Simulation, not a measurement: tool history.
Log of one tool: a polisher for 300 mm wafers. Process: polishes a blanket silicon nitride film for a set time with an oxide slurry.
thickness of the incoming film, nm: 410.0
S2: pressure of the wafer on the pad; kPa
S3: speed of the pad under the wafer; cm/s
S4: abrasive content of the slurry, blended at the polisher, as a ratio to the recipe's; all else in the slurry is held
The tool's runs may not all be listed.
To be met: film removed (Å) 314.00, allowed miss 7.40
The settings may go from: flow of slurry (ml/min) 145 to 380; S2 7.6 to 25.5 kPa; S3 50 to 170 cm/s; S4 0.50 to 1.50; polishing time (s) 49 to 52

Run 1, hour 0.0: flow of slurry (ml/min) 245, S2 16.5 kPa, S3 110 cm/s, S4 1.00, polishing time (s) 49. Result: film removed (Å) 206.67.
Run 2, hour 2.2: flow of slurry (ml/min) 245, S2 16.5 kPa, S3 110 cm/s, S4 1.10, polishing time (s) 49. Result: film removed (Å) 213.11.
Run 3, hour 9.3: flow of slurry (ml/min) 255, S2 18.6 kPa, S3 110 cm/s, S4 1.10, polishing time (s) 49. Result: film removed (Å) 233.99.
Run 4, hour 16.3: flow of slurry (ml/min) 255, S2 20.7 kPa, S3 110 cm/s, S4 1.10, polishing time (s) 49. Result: film removed (Å) 260.05.
Run 5, hour 20.5: flow of slurry (ml/min) 255, S2 20.7 kPa, S3 110 cm/s, S4 1.25, polishing time (s) 49. Result: film removed (Å) 276.18.
Run 6, hour 27.2: flow of slurry (ml/min) 255, S2 21.4 kPa, S3 110 cm/s, S4 1.25, polishing time (s) 49. Result: film removed (Å) 277.74.
Run 7, hour 35.1: flow of slurry (ml/min) 260, S2 22.1 kPa, S3 110 cm/s, S4 1.25, polishing time (s) 49. Result: film removed (Å) 289.87.
Run 8, hour 40.7: flow of slurry (ml/min) 260, S2 22.8 kPa, S3 110 cm/s, S4 1.25, polishing time (s) 49. Result: film removed (Å) 301.40.

4 next moves are on the table. One of them brings every result within its allowed miss. Which?
Run A, hour 46.3: flow of slurry (ml/min) 240, S2 22.8 kPa, S3 120 cm/s, S4 1.20, polishing time (s) 49. Result: film removed (Å) ?.
Run B, hour 46.3: flow of slurry (ml/min) 260, S2 24.1 kPa, S3 100 cm/s, S4 1.15, polishing time (s) 52. Result: film removed (Å) ?.
Run C, hour 46.3: flow of slurry (ml/min) 270, S2 22.8 kPa, S3 104 cm/s, S4 1.20, polishing time (s) 52. Result: film removed (Å) ?.
Run D, hour 46.3: flow of slurry (ml/min) 225, S2 23.4 kPa, S3 100 cm/s, S4 1.45, polishing time (s) 50. Result: film removed (Å) ?.

move  film removed (Å)
   A            311.51
   B            297.84
   C            298.03
   D            301.46
A: meets every target
B: further off than the last run
C: further off than the last run
D: as far off as the last run
Answer: A

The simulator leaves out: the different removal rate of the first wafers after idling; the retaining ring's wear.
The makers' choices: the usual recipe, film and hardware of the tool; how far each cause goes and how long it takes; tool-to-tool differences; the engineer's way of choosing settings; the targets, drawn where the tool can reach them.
